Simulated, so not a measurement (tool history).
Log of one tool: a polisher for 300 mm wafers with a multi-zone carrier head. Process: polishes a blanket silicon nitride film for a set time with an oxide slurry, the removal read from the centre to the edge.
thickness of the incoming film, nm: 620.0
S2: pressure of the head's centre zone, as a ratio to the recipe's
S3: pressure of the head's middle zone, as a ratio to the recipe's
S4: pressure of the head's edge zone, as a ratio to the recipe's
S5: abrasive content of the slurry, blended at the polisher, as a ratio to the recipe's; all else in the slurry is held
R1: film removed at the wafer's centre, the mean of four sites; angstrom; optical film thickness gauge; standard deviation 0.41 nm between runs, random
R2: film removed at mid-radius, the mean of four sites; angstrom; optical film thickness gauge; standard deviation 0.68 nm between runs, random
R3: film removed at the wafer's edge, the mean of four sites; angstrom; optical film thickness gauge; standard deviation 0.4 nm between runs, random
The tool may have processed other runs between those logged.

Run 1, hour 0: flow of slurry (ml/min) 265, S2 1, S3 1, S4 1, S5 1, polishing time (s) 50. Result: R1 386.69 angstrom, R2 417.49 angstrom, R3 404.52 angstrom.
Run 2, hour 5.5: flow of slurry (ml/min) 280, S2 1, S3 1.06, S4 1.04, S5 1.15, polishing time (s) 50. Result: R1 424.6 angstrom, R2 477.76 angstrom, R3 442.4 angstrom.
Run 3, hour 13.2: flow of slurry (ml/min) 280, S2 1, S3 0.98, S4 1.04, S5 1.15, polishing time (s) 50. Result: R1 426.48 angstrom, R2 439.18 angstrom, R3 446.87 angstrom.
Run 4, hour 20.8: flow of slurry (ml/min) 280, S2 1, S3 0.98, S4 1.04, S5 1.15, polishing time (s) 60. Result: R1 500.39 angstrom, R2 525.66 angstrom, R3 542.32 angstrom.
Run 5, hour 23.8: flow of slurry (ml/min) 275, S2 0.99, S3 1.02, S4 1.02, S5 1.15, polishing time (s) 60. Result: R1 496.61 angstrom, R2 547.61 angstrom, R3 539.81 angstrom.
Run 6, hour 31.9: flow of slurry (ml/min) 275, S2 0.92, S3 1.02, S4 1.02, S5 1.15, polishing time (s) 60. Result: R1 460.61 angstrom, R2 539.75 angstrom, R3 530.81 angstrom.
At hour 35.2: centre zone pressure recalibrated.
Run 7, hour 35.2: flow of slurry (ml/min) 285, S2 0.93, S3 1.05, S4 1, S5 1.15, polishing time (s) 60. Result: R1 505.27 angstrom, R2 561.93 angstrom, R3 529.1 angstrom.
Run 8, hour 38.6: flow of slurry (ml/min) 275, S2 0.93, S3 1.08, S4 1.01, S5 1.15, polishing time (s) 60. Result: R1 494.35 angstrom, R2 575.24 angstrom, R3 526.41 angstrom.

What does the tool deliver on the next run?
Run 9, hour 44: flow of slurry (ml/min) 265, S2 0.92, S3 1.1, S4 1.02, S5 1.15, polishing time (s) 60. Result: R1 ?, R2 ?, R3 ?.

Run 9 measured R1 493.36 angstrom, R2 589.94 angstrom, R3 530.42 angstrom.
